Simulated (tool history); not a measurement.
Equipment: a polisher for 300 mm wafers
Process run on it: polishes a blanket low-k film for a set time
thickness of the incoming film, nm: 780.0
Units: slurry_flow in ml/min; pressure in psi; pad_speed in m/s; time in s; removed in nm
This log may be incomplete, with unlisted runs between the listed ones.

run 1 hour=0.0 | slurry_flow=185 pressure=1.8 pad_speed=1.1 slurry_solids=1.0 time=49 | removed=23.815
run 2 hour=7.6 | slurry_flow=165 pressure=1.8 pad_speed=1.1 slurry_solids=1.0 time=49 | removed=23.311
run 3 hour=11.8 | slurry_flow=165 pressure=1.8 pad_speed=1.1 slurry_solids=1.2 time=49 | removed=24.678
run 4 hour=20.4 | slurry_flow=165 pressure=1.9 pad_speed=1.1 slurry_solids=1.2 time=49 | removed=26.191
run 5 hour=22.0 | slurry_flow=145 pressure=1.9 pad_speed=1.1 slurry_solids=1.2 time=49 | removed=25.400
run 6 hour=29.7 | slurry_flow=150 pressure=1.9 pad_speed=1.1 slurry_solids=1.2 time=49 | removed=25.633
run 7 hour=35.8 | slurry_flow=150 pressure=1.9 pad_speed=1.1 slurry_solids=1.2 time=49 | removed=25.566
run 8 hour=39.5 | slurry_flow=155 pressure=1.9 pad_speed=1.1 slurry_solids=1.2 time=49 | removed=26.420

Estimate the outcome of run 9 from the log above:
run 9 hour=41.8 | slurry_flow=160 pressure=1.9 pad_speed=1.1 slurry_solids=1.2 time=49 | removed=?

{"run 9": {"removed": 26.998}}
